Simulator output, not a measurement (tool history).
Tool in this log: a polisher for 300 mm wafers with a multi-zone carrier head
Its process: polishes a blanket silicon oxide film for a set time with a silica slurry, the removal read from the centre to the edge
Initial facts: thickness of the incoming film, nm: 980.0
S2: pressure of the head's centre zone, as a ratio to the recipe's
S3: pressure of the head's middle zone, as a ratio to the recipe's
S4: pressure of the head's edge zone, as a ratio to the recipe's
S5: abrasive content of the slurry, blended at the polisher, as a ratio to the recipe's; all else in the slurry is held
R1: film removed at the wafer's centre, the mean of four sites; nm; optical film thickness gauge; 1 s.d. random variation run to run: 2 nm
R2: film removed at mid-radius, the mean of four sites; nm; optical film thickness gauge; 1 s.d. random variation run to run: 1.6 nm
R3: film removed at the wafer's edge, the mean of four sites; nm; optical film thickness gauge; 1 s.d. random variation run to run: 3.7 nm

run 1 day=0.000 | flow_of_slurry_(ml/min)=220 S2=1.00 S3=1.00 S4=1.00 S5=1.00 polishing_time_(s)=46 | R1=195.38 R2=196.17 R3=190.38
run 2 day=0.346 | flow_of_slurry_(ml/min)=225 S2=1.01 S3=0.99 S4=1.05 S5=1.10 polishing_time_(s)=46 | R1=205.88 R2=200.28 R3=203.38
run 3 day=0.662 | flow_of_slurry_(ml/min)=270 S2=1.01 S3=0.99 S4=1.05 S5=1.10 polishing_time_(s)=46 | R1=210.53 R2=203.11 R3=209.75
run 4 day=0.933 | flow_of_slurry_(ml/min)=270 S2=1.01 S3=0.99 S4=0.97 S5=1.10 polishing_time_(s)=46 | R1=209.56 R2=203.78 R3=201.95
run 5 day=1.088 | flow_of_slurry_(ml/min)=280 S2=1.02 S3=1.00 S4=1.02 S5=1.20 polishing_time_(s)=46 | R1=218.19 R2=213.83 R3=217.35
run 6 day=1.142 | flow_of_slurry_(ml/min)=280 S2=1.02 S3=1.00 S4=1.02 S5=1.35 polishing_time_(s)=46 | R1=226.22 R2=219.04 R3=220.92
run 7 day=1.246 | flow_of_slurry_(ml/min)=290 S2=1.03 S3=1.00 S4=1.06 S5=1.40 polishing_time_(s)=46 | R1=235.14 R2=222.19 R3=227.90

Run 8 has not been measured yet. What should we expect?
-- day=1.392 worn pad replaced by a new one
run 8 day=1.392 | flow_of_slurry_(ml/min)=300 S2=1.02 S3=1.00 S4=1.09 S5=1.45 polishing_time_(s)=46 | R1=? R2=? R3=?

R1: 251.32 nm
R2: 239.83 nm
R3: 245.99 nm

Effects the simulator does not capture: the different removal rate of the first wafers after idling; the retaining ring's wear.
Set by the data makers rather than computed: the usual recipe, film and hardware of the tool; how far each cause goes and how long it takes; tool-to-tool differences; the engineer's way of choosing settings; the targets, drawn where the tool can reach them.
